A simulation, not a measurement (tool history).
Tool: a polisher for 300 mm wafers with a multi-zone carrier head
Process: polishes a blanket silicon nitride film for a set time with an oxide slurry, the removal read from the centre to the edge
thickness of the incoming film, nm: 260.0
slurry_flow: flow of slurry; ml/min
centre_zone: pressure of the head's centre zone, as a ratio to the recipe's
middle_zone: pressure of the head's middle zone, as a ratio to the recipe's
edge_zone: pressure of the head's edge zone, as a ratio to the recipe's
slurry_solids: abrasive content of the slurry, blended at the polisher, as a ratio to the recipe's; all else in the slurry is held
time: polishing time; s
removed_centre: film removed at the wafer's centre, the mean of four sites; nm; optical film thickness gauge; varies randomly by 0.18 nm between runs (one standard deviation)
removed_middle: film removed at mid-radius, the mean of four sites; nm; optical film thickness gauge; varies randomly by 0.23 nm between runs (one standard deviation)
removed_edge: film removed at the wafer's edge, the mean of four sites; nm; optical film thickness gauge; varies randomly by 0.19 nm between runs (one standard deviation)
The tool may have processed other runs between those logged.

run  hour  slurry_flow  centre_zone  middle_zone  edge_zone  slurry_solids  time  removed_centre  removed_middle  removed_edge
  1   0.0          190         1.00         1.00       1.00           1.00    63          35.336          35.839        35.674
  2   5.8          190         1.00         1.00       1.00           1.00    71          39.681          40.245        40.135
  3  10.3          190         1.00         0.94       1.00           1.00    71          39.893          37.925        40.599
  4  15.3          190         0.92         0.94       1.00           1.00    71          36.442          38.017        40.610
  5  17.6          190         0.93         0.96       0.95           0.85    66          32.212          33.679        34.820
  6  24.9          190         0.93         0.96       0.95           0.85    58          27.853          29.645        30.257
  7  26.6          190         0.95         0.98       0.91           0.75    57          26.474          27.517        27.264
  8  32.1          180         0.95         0.99       0.88           0.70    57          25.654          26.823        25.426

Estimate the outcome of run 9 from the log above:
  9  34.5          165         0.94         0.99       0.86           0.70    57               ?               ?             ?

removed_centre: 24.511 nm
removed_middle: 26.459 nm
removed_edge: 25.213 nm
